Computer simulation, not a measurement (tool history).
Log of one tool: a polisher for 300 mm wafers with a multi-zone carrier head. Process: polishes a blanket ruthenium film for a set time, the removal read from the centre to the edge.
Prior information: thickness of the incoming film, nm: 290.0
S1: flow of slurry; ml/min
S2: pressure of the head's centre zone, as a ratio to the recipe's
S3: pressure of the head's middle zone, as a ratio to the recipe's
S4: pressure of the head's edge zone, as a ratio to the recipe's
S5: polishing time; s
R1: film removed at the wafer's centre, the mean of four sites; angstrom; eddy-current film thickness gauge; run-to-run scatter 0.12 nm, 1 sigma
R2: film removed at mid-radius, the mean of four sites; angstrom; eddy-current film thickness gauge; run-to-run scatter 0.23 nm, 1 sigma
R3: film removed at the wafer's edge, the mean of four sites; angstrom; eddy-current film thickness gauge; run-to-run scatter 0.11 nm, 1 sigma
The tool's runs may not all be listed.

run,hour,S1,S2,S3,S4,S5,R1,R2,R3
1,0.0,175,1.00,1.00,1.00,32,232.37,234.64,242.71
2,5.0,175,1.00,0.95,1.00,32,230.68,232.56,242.50
3,5.8,175,0.99,0.99,0.97,30,212.58,220.40,225.83
4,7.6,175,0.99,0.99,0.97,33,230.20,239.49,248.26
5,13.4,195,0.99,0.99,0.97,33,244.60,246.90,253.50
6,19.7,215,0.99,0.99,0.97,33,245.46,258.88,257.65
7,27.5,215,0.99,1.02,0.95,31,231.32,247.42,235.94
8,30.2,165,0.91,1.08,0.85,22,141.88,176.95,156.97
# hour 39.1: slurry nozzle cleaned
9,39.1,165,0.92,1.08,0.84,22,155.37,186.00,165.07
10,45.7,165,0.92,1.08,0.84,21,151.21,178.33,154.03
11,50.6,160,0.92,1.08,0.84,21,149.43,171.67,156.75
12,52.2,180,0.94,1.12,0.81,18,130.24,160.75,133.44

Run 13 is up next; what results do you expect?
13,59.9,180,0.95,1.12,0.81,18,?,?,?

{"run 13": {"R1": 132.0, "R2": 161.95, "R3": 133.01}}
